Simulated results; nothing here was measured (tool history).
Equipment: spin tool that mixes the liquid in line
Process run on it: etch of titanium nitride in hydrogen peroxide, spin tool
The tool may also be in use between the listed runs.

run	hour	temperature setpoint of the liquid (C)	concentration of hydrogen peroxide in the mixed liquid (% by weight)	time under the liquid (s)	thickness taken off the titanium nitride on a monitor wafer (nm)
1	0	51	16.5	50	1.3403
2	2	52.5	16.5	50	1.4841
3	3.7	53.5	16.5	50	1.6129
4	5	50	16.5	50	1.2475
5	10	52	16.5	50	1.4601
6	18.4	52	19.5	50	1.5164

Run 7 has not been measured yet. What should we expect?
7	22.9	53	19.5	50	?

Run 7 gave thickness taken off the titanium nitride on a monitor wafer (nm) 1.6272.
